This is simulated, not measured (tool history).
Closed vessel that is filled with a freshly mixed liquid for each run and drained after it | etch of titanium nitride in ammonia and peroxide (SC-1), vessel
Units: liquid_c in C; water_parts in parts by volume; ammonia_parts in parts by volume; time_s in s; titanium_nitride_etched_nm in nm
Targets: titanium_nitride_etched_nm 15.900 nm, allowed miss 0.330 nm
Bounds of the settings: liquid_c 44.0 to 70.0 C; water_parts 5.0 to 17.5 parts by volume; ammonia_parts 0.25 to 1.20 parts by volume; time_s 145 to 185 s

run 1 day=0.000 | liquid_c=60.0 water_parts=9.5 ammonia_parts=0.95 time_s=185 | titanium_nitride_etched_nm=22.540
run 2 day=0.171 | liquid_c=60.0 water_parts=9.5 ammonia_parts=0.95 time_s=185 | titanium_nitride_etched_nm=22.504
run 3 day=0.321 | liquid_c=60.0 water_parts=13.0 ammonia_parts=0.95 time_s=185 | titanium_nitride_etched_nm=19.158
run 4 day=0.350 | liquid_c=59.5 water_parts=13.0 ammonia_parts=0.95 time_s=185 | titanium_nitride_etched_nm=18.604
run 5 day=0.700 | liquid_c=59.5 water_parts=13.0 ammonia_parts=0.65 time_s=185 | titanium_nitride_etched_nm=17.494
run 6 day=0.746 | liquid_c=59.5 water_parts=11.0 ammonia_parts=0.65 time_s=185 | titanium_nitride_etched_nm=19.137
run 7 day=0.933 | liquid_c=59.0 water_parts=11.0 ammonia_parts=0.65 time_s=185 | titanium_nitride_etched_nm=18.511
run 8 day=1.175 | liquid_c=58.5 water_parts=11.0 ammonia_parts=0.65 time_s=185 | titanium_nitride_etched_nm=17.868
run 9 day=1.296 | liquid_c=58.0 water_parts=11.0 ammonia_parts=0.65 time_s=185 | titanium_nitride_etched_nm=17.285
run 10 day=1.650 | liquid_c=57.5 water_parts=11.0 ammonia_parts=0.65 time_s=185 | titanium_nitride_etched_nm=16.651

5 next moves are on the table. One of them brings every result within its allowed miss. Which?
run A day=2.004 | liquid_c=58.5 water_parts=10.5 ammonia_parts=0.60 time_s=180 | titanium_nitride_etched_nm=?
run B day=2.004 | liquid_c=59.5 water_parts=12.5 ammonia_parts=0.65 time_s=165 | titanium_nitride_etched_nm=?
run C day=2.004 | liquid_c=59.5 water_parts=11.5 ammonia_parts=0.65 time_s=175 | titanium_nitride_etched_nm=?
run D day=2.004 | liquid_c=59.0 water_parts=11.5 ammonia_parts=0.60 time_s=180 | titanium_nitride_etched_nm=?
run E day=2.004 | liquid_c=61.5 water_parts=13.5 ammonia_parts=0.55 time_s=175 | titanium_nitride_etched_nm=?

move=A titanium_nitride_etched_nm=17.543
move=B titanium_nitride_etched_nm=15.890
move=C titanium_nitride_etched_nm=17.611
move=D titanium_nitride_etched_nm=17.288
move=E titanium_nitride_etched_nm=17.901
A: further off than the last run
B: meets every target
C: further off than the last run
D: further off than the last run
E: further off than the last run
The right move is B.
